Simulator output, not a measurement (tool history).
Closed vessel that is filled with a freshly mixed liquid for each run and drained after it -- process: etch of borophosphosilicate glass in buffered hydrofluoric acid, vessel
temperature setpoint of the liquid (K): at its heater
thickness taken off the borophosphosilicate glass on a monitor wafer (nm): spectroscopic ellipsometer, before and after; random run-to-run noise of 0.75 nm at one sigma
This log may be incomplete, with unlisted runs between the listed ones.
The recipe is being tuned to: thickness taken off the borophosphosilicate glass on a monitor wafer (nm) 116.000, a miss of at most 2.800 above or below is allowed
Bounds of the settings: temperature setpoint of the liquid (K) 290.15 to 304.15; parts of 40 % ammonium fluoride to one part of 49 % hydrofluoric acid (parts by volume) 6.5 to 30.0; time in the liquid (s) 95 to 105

run,day,temperature setpoint of the liquid (K),parts of 40 % ammonium fluoride to one part of 49 % hydrofluoric acid (parts by volume),time in the liquid (s),thickness taken off the borophosphosilicate glass on a monitor wafer (nm)
1,0.000,296.15,19.5,95,84.230
2,0.317,293.15,19.5,95,70.750
3,0.658,290.65,19.5,95,61.121
4,0.817,292.15,19.5,95,67.250
5,0.996,292.15,15.0,95,87.767
6,1.050,292.15,15.0,95,86.681
7,1.300,292.15,15.0,95,87.000
8,1.425,292.65,15.0,95,89.757
9,1.596,293.15,15.0,95,91.854
10,1.904,293.65,15.0,95,94.147

Consider the 4 candidate settings below. Which is the only one whose results all fall within their allowed miss of target?
A,2.212,291.65,12.0,100,?
B,2.212,293.15,12.5,95,?
C,2.212,293.15,12.5,100,?
D,2.212,290.15,10.5,95,?

move,thickness taken off the borophosphosilicate glass on a monitor wafer (nm)
A,111.130
B,110.230
C,116.030
D,110.690
A: nearer than the last run, and not there yet
B: nearer than the last run, and not there yet
C: meets every target
D: nearer than the last run, and not there yet
Answer: C
